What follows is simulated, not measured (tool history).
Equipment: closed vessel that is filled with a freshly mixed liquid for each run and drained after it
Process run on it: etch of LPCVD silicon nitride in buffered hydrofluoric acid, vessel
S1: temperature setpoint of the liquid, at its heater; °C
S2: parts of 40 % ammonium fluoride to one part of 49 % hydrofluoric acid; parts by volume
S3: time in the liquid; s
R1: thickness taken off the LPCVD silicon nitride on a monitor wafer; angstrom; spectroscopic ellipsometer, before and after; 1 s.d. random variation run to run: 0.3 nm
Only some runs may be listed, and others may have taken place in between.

run,hour,S1,S2,S3,R1
1,0,23,13,2125,240.94
2,8,23,13,2125,242.68
3,12.7,24.5,12,2125,285.86
4,15.9,24.5,9,2125,369.2
5,19.4,25.5,9,2125,382.55
6,27.2,22,9,2125,318.44
7,31.7,23.5,9,2125,347.55
8,35.8,25,9,2125,372.08
9,43.2,26,9,2125,395.62

What does the tool deliver on the next run?
10,52.6,27,9,2125,?

R1: 419.01 angstrom
